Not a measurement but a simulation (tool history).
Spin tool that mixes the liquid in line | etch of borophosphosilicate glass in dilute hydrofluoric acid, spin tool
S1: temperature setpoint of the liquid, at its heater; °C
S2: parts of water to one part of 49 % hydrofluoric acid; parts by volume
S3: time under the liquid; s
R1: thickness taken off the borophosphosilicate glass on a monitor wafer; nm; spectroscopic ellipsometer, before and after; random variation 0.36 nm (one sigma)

run	hour	S1	S2	S3	R1
1	0	26	110	50	34.974
2	1.7	27	110	50	37.265
3	9	28.5	110	50	39.058
4	11.2	28.5	110	50	38.251
5	20.2	28.5	85	50	51.558
6	25.7	28.5	50	50	91.95
7	29.6	27	55	50	77.28
8	31.3	25.5	55	50	73.825

Forecast run 9:
# hour 36: thermometer replaced
9	36	24.5	55	50	?

R1: 76.297 nm

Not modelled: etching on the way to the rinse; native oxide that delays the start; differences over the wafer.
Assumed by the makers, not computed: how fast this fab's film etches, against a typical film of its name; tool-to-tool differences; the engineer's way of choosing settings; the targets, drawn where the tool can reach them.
